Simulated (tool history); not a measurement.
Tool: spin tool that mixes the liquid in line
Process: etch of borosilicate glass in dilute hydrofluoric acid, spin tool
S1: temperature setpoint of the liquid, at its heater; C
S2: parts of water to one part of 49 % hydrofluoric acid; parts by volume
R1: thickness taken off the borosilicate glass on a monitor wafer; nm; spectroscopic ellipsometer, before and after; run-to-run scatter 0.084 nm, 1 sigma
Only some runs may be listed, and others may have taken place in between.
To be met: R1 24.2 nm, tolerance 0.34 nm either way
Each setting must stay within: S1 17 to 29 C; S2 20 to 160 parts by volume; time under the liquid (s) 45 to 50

{"run": 1, "hour": 0.0, "S1": 21, "S2": 90, "time under the liquid (s)": 45, "R1": 9.8655}
{"run": 2, "hour": 1.2, "S1": 22.5, "S2": 80, "time under the liquid (s)": 45, "R1": 11.982}
{"run": 3, "hour": 9.0, "S1": 24, "S2": 75, "time under the liquid (s)": 45, "R1": 13.58}
{"run": 4, "hour": 10.0, "S1": 24, "S2": 75, "time under the liquid (s)": 45, "R1": 13.615}
{"run": 5, "hour": 16.0, "S1": 25, "S2": 70, "time under the liquid (s)": 45, "R1": 15.33}
{"run": 6, "hour": 24.3, "S1": 28.5, "S2": 70, "time under the liquid (s)": 45, "R1": 17.561}
{"run": 7, "hour": 30.0, "S1": 29, "S2": 40, "time under the liquid (s)": 45, "R1": 32.819}
{"run": 8, "hour": 35.2, "S1": 27.5, "S2": 40, "time under the liquid (s)": 45, "R1": 31.03}
{"run": 9, "hour": 35.8, "S1": 26, "S2": 40, "time under the liquid (s)": 45, "R1": 29.092}
{"hour": 37.1, "done": "thermometer replaced"}
{"run": 10, "hour": 37.1, "S1": 25, "S2": 40, "time under the liquid (s)": 45, "R1": 29.475}
{"run": 11, "hour": 40.0, "S1": 23.5, "S2": 40, "time under the liquid (s)": 45, "R1": 27.956}
{"run": 12, "hour": 46.8, "S1": 22.5, "S2": 40, "time under the liquid (s)": 45, "R1": 26.672}

Of the 4 settings listed for the next run, only one would bring every result within its allowed miss of target. Which one?
{"run": "A", "hour": 53.6, "S1": 22.5, "S2": 45, "time under the liquid (s)": 45, "R1": "?"}
{"run": "B", "hour": 53.6, "S1": 22, "S2": 50, "time under the liquid (s)": 50, "R1": "?"}
{"run": "C", "hour": 53.6, "S1": 23, "S2": 45, "time under the liquid (s)": 45, "R1": "?"}
{"run": "D", "hour": 53.6, "S1": 26.5, "S2": 45, "time under the liquid (s)": 45, "R1": "?"}

move=A R1=23.487
move=B R1=22.855
move=C R1=23.982
move=D R1=27.69
A: the result that was furthest off in the last run now lies on the other side of its target
B: the result that was furthest off in the last run now lies on the other side of its target
C: every result within its allowed miss
D: its largest miss is bigger than the last run's
C meets every target.
